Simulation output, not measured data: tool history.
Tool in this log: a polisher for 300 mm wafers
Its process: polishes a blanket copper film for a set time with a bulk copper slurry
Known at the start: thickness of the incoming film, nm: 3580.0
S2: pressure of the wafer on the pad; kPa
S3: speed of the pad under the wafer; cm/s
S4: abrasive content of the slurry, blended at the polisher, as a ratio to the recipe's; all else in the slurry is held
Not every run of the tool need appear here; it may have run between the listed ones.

Run 1, hour 0.0: flow of slurry (ml/min) 225, S2 17.2 kPa, S3 126 cm/s, S4 1.0, polishing time (s) 23. Result: film removed (Å) 2263.1.
Run 2, hour 2.5: flow of slurry (ml/min) 220, S2 16.5 kPa, S3 126 cm/s, S4 1.0, polishing time (s) 23. Result: film removed (Å) 2170.1.
Run 3, hour 9.3: flow of slurry (ml/min) 220, S2 19.3 kPa, S3 126 cm/s, S4 1.0, polishing time (s) 23. Result: film removed (Å) 2463.7.
Run 4, hour 12.3: flow of slurry (ml/min) 220, S2 16.5 kPa, S3 126 cm/s, S4 1.0, polishing time (s) 23. Result: film removed (Å) 2207.8.
Run 5, hour 17.2: flow of slurry (ml/min) 220, S2 16.5 kPa, S3 126 cm/s, S4 1.0, polishing time (s) 23. Result: film removed (Å) 2183.9.
Run 6, hour 19.1: flow of slurry (ml/min) 185, S2 16.5 kPa, S3 126 cm/s, S4 1.0, polishing time (s) 23. Result: film removed (Å) 2124.6.
Run 7, hour 22.7: flow of slurry (ml/min) 180, S2 15.9 kPa, S3 126 cm/s, S4 1.0, polishing time (s) 23. Result: film removed (Å) 2050.6.
Run 8, hour 24.9: flow of slurry (ml/min) 180, S2 15.2 kPa, S3 126 cm/s, S4 1.0, polishing time (s) 23. Result: film removed (Å) 1996.1.
Run 9, hour 27.9: flow of slurry (ml/min) 180, S2 14.5 kPa, S3 126 cm/s, S4 1.0, polishing time (s) 23. Result: film removed (Å) 1922.2.

Run 10 is up next; what results do you expect?
Run 10, hour 30.2: flow of slurry (ml/min) 180, S2 13.8 kPa, S3 126 cm/s, S4 1.0, polishing time (s) 23. Result: film removed (Å) ?.

film removed (Å): 1838.8
